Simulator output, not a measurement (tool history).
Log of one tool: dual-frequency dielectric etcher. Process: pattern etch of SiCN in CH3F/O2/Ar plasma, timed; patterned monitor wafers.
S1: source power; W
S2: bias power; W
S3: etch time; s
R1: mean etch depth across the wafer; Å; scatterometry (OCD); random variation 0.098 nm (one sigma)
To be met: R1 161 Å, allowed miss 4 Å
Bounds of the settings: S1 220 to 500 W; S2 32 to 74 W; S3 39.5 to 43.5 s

run	day	S1	S2	S3	R1
1	0	360	53	43.5	140.42
2	0.042	360	53	39.5	127.07
3	0.358	320	53	39.5	121.27
4	0.675	260	53	39.5	110.92
5	1.033	310	53	39.5	118.71
6	1.354	340	54	39.5	125.85
7	1.708	360	55	39.5	129.25
8	1.85	380	56	39.5	132.96
9	2	400	57	40	138.22
10	2.088	410	58	40.5	142.7
11	2.292	420	59	40.5	145.88
12	2.596	420	59	40.5	145.31

5 next moves are on the table. One of them brings every result within its allowed miss. Which?
A	2.9	430	61	41.5	?
B	2.9	290	73	39.5	?
C	2.9	430	62	40.5	?
D	2.9	410	53	43.5	?
E	2.9	440	62	43.5	?

move	R1
A	152.33
B	130.04
C	149.52
D	148.86
E	162.21
A: nearer than the last run, and not there yet
B: further off than the last run
C: nearer than the last run, and not there yet
D: nearer than the last run, and not there yet
E: meets every target
Move E is the one to make.
